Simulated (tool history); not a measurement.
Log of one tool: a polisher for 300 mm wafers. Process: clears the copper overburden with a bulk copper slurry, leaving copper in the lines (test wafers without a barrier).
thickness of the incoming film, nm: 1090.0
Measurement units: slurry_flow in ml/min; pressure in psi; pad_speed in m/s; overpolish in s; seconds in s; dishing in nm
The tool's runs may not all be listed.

run	hour	slurry_flow	pressure	pad_speed	slurry_solids	overpolish	seconds	dishing
1	0.0	315	2.1	1.20	1.0	8	155.98	36.180
2	6.6	350	2.1	1.20	1.0	8	154.55	35.672
3	7.5	350	2.1	1.20	0.8	8	162.52	32.360
4	13.8	350	2.1	1.20	0.8	10	162.15	40.130
5	18.4	350	1.7	1.20	0.8	10	200.84	34.551
6	22.1	350	2.1	1.22	0.8	11	160.12	44.434

Run 7, settings as shown, results not yet in. Your forecast:
7	22.9	350	2.4	1.24	0.8	11	?	?

Run 7 came out at seconds 138.39 s, dishing 51.886 nm.
